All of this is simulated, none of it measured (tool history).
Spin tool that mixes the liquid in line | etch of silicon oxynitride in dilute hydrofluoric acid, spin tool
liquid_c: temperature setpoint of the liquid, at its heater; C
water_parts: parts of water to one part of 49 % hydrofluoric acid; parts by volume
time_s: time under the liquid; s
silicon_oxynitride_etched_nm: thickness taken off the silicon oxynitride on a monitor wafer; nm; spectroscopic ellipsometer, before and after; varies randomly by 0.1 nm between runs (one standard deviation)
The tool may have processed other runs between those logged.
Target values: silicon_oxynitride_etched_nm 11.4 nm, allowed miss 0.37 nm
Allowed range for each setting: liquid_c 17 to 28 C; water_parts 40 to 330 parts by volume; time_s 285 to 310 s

{"run": 1, "hour": 0.0, "liquid_c": 20, "water_parts": 185, "time_s": 285, "silicon_oxynitride_etched_nm": 3.2611}
{"run": 2, "hour": 6.7, "liquid_c": 18.5, "water_parts": 185, "time_s": 285, "silicon_oxynitride_etched_nm": 3.042}
{"run": 3, "hour": 11.1, "liquid_c": 18.5, "water_parts": 235, "time_s": 285, "silicon_oxynitride_etched_nm": 2.3554}
{"run": 4, "hour": 16.2, "liquid_c": 18.5, "water_parts": 235, "time_s": 310, "silicon_oxynitride_etched_nm": 2.5248}
{"hour": 23.5, "done": "hydrofluoric acid flow meter replaced"}
{"run": 5, "hour": 23.5, "liquid_c": 19.5, "water_parts": 215, "time_s": 310, "silicon_oxynitride_etched_nm": 3.2648}
{"run": 6, "hour": 31.0, "liquid_c": 20.5, "water_parts": 205, "time_s": 310, "silicon_oxynitride_etched_nm": 3.6288}
{"run": 7, "hour": 33.8, "liquid_c": 21.5, "water_parts": 195, "time_s": 310, "silicon_oxynitride_etched_nm": 4.0306}
{"run": 8, "hour": 41.4, "liquid_c": 21.5, "water_parts": 195, "time_s": 310, "silicon_oxynitride_etched_nm": 4.0892}

Next run, 5 choices. One meets every target within its allowed miss, the rest don't. Which?
{"run": "A", "hour": 49.0, "liquid_c": 28, "water_parts": 130, "time_s": 310, "silicon_oxynitride_etched_nm": "?"}
{"run": "B", "hour": 49.0, "liquid_c": 28, "water_parts": 100, "time_s": 310, "silicon_oxynitride_etched_nm": "?"}
{"run": "C", "hour": 49.0, "liquid_c": 25.5, "water_parts": 55, "time_s": 310, "silicon_oxynitride_etched_nm": "?"}
{"run": "D", "hour": 49.0, "liquid_c": 27, "water_parts": 125, "time_s": 310, "silicon_oxynitride_etched_nm": "?"}
{"run": "E", "hour": 49.0, "liquid_c": 22, "water_parts": 125, "time_s": 310, "silicon_oxynitride_etched_nm": "?"}

move=A silicon_oxynitride_etched_nm=8.6394
move=B silicon_oxynitride_etched_nm=11.552
move=C silicon_oxynitride_etched_nm=19.479
move=D silicon_oxynitride_etched_nm=8.6288
move=E silicon_oxynitride_etched_nm=6.8446
A: nearer than the last run, and not there yet
B: every result lands within tolerance
C: takes the biggest miss from the last run beyond its target
D: nearer than the last run, and not there yet
E: nearer than the last run, and not there yet
Correct choice: B, which meets every target

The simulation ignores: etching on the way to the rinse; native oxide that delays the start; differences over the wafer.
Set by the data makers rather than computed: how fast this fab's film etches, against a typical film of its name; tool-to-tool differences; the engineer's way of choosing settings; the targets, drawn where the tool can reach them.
